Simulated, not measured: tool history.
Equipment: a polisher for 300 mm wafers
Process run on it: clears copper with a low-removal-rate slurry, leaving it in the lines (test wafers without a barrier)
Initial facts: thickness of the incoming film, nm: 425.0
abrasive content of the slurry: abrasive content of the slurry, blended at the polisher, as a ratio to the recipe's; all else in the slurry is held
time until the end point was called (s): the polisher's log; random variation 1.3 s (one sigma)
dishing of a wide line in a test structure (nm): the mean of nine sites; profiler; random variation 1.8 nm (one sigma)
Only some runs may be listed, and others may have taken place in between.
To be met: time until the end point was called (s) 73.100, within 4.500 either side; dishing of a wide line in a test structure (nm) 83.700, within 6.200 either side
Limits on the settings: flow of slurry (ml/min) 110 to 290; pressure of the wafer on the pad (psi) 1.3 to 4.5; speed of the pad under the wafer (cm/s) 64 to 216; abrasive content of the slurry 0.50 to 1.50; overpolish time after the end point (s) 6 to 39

run	day	flow of slurry (ml/min)	pressure of the wafer on the pad (psi)	speed of the pad under the wafer (cm/s)	abrasive content of the slurry	overpolish time after the end point (s)	time until the end point was called (s)	dishing of a wide line in a test structure (nm)
1	0.000	185	2.9	140	1.00	20	107.630	48.794
2	0.042	215	2.9	140	1.00	20	102.730	49.147
3	0.346	215	2.9	156	1.00	20	101.620	50.746
4	0.692	215	2.9	190	1.00	20	84.785	54.105
5	0.721	215	2.9	190	1.15	20	81.988	59.382
6	0.954	215	2.9	172	1.15	20	88.505	58.555
7	1.212	215	3.0	170	1.20	21	83.508	59.115
8	1.362	215	3.1	172	1.20	23	81.544	63.027
9	1.621	215	3.2	174	1.20	25	76.819	71.988
10	1.908	215	3.2	174	1.20	26	76.347	72.428

Exercise: of the 4 proposed moves below, exactly one satisfies all targets within the stated allowed misses. Which move is it?
A	2.196	210	3.3	192	1.20	20	?	?
B	2.196	225	3.3	184	1.20	17	?	?
C	2.196	235	3.4	184	1.20	21	?	?
D	2.196	245	3.5	158	1.25	30	?	?

move	time until the end point was called (s)	dishing of a wide line in a test structure (nm)
A	70.867	66.756
B	72.551	58.842
C	70.098	69.680
D	75.074	83.064
A: lands further from the targets than the last run did
B: lands further from the targets than the last run did
C: lands further from the targets than the last run did
D: all results in spec
So the answer is move D, the one that meets all the targets.
